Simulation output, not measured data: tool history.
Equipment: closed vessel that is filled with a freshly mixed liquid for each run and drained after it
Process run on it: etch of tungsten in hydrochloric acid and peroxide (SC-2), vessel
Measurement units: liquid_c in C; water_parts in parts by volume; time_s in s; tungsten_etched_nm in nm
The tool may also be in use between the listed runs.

run  hour  liquid_c  water_parts  time_s  tungsten_etched_nm
  1     0        54            6     315              74.381
  2   8.4      53.5            6     315               71.87
  3  15.2        53            6     315              69.577
  4  20.7      59.5            6     315              106.04
  5  28.5      59.5            6     335               112.5
       32  -- chemicals flow meter replaced
  6    32      66.5            6     335              187.66
  7    33        64            6     335              160.83
  8    39        62            6     335              141.44
  9  45.8        60            6     335              124.71
 10  52.6      58.5            6     335              113.95
 11  61.4        57            6     335              103.53
 12  65.7      55.5            6     335              94.511
 13  70.7      54.5            6     335              87.892

Run 14, settings as shown, results not yet in. Your forecast:
 14  72.6      53.5            6     335                   ?

{"run 14": {"tungsten_etched_nm": 82.66}}
